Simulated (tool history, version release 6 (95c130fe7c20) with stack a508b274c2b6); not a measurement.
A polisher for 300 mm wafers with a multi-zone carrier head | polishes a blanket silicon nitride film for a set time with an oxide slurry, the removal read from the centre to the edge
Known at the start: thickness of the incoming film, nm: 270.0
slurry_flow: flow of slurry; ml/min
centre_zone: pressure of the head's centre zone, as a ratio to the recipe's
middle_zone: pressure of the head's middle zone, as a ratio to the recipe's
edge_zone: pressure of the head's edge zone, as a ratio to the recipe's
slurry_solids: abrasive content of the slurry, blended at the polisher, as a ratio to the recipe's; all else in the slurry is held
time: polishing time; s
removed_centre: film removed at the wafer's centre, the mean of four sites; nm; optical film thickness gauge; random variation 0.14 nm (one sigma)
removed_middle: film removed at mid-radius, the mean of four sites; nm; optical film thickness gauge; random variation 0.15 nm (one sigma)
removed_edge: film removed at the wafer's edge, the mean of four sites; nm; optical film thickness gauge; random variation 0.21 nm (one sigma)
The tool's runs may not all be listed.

run,day,slurry_flow,centre_zone,middle_zone,edge_zone,slurry_solids,time,removed_centre,removed_middle,removed_edge
1,0,235,1,1,1,1,87,32.532,32.64,32.112
2,0.367,235,1,1,1,0.9,87,31.301,31.72,30.299
3,0.417,195,1,1,1,0.9,87,30.309,30.474,29.673
4,0.7,195,1,1,1,0.75,87,28.134,28.529,27.939
5,0.829,195,1,0.99,0.98,0.7,86,27.065,26.983,26.616
6,1.154,195,1,0.99,0.96,0.65,85,26.038,26.171,25.171
7,1.371,195,0.99,0.98,0.94,0.65,85,25.793,25.857,25.171
8,1.571,195,0.99,0.98,0.93,0.65,84,25.673,25.379,24.6
9,1.838,195,0.98,0.98,0.92,0.65,83,24.984,25.296,24.147
10,2.204,195,0.98,0.97,0.91,0.65,83,25.037,24.959,24.203

Run 11 comes next. What will it give?
11,2.442,195,0.98,0.97,0.9,0.65,82,?,?,?

{"run 11": {"removed_centre": 24.728, "removed_middle": 24.584, "removed_edge": 23.835}}

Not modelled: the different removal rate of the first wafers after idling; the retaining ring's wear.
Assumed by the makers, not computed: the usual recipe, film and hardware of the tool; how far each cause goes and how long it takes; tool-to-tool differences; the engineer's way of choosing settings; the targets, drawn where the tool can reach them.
